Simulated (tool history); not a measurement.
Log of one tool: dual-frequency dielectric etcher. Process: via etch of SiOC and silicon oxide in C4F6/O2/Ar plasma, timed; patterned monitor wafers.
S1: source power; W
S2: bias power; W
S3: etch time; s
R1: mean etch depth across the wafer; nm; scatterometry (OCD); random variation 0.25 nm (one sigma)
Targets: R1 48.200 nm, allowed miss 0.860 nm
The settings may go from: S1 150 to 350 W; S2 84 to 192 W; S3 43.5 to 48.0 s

run	day	S1	S2	S3	R1
1	0.000	250	138	48.0	40.804
2	0.038	260	140	48.0	41.856
3	0.283	270	141	48.0	42.747
4	0.638	280	142	48.0	42.903
5	0.996	290	145	48.0	44.462
6	1.025	300	146	48.0	44.795
7	1.383	310	147	48.0	45.146
8	1.554	320	149	48.0	45.991

Which of these 5 next moves meets every target?
A	1.725	340	165	47.0	?
B	1.725	350	144	45.5	?
C	1.725	310	169	45.5	?
D	1.725	350	126	46.0	?
E	1.725	290	170	47.0	?

move	R1
A	48.181
B	44.795
C	45.596
D	43.122
E	46.150
A: meets every target
B: further off than the last run
C: further off than the last run
D: further off than the last run
E: nearer than the last run, and not there yet
Move A is the one to make.

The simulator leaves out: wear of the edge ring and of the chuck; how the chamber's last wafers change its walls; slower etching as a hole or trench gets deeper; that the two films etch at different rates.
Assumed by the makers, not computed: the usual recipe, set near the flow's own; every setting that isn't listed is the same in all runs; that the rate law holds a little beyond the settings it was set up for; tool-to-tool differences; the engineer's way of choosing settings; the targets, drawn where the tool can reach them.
